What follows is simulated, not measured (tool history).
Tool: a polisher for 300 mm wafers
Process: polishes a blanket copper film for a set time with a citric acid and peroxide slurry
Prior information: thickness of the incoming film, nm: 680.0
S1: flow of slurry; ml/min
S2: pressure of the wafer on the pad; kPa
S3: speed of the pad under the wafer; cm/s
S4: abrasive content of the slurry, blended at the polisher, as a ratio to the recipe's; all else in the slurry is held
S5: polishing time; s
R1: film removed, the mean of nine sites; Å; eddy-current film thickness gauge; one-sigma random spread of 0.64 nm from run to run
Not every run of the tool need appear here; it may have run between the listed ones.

run	day	S1	S2	S3	S4	S5	R1
1	0.000	145	23.4	78	1.00	24	459.70
2	0.296	145	23.4	78	1.00	21	406.56
3	0.671	145	23.4	94	1.00	21	485.30
4	0.721	145	17.9	94	1.00	21	379.80
5	0.908	145	17.9	94	1.15	21	395.53
6	1.225	145	19.3	94	1.15	21	416.68
7	1.596	145	20.0	94	1.15	21	432.39
8	1.792	145	20.7	94	1.15	21	445.96
9	1.817	145	21.4	94	1.15	21	458.18
10	1.967	145	21.4	94	1.15	21	453.57
11	2.238	145	21.4	94	1.15	21	462.38

Run 12 has not been measured yet. What should we expect?
12	2.554	145	22.1	94	1.15	21	?

{"run 12": {"R1": 484.06}}
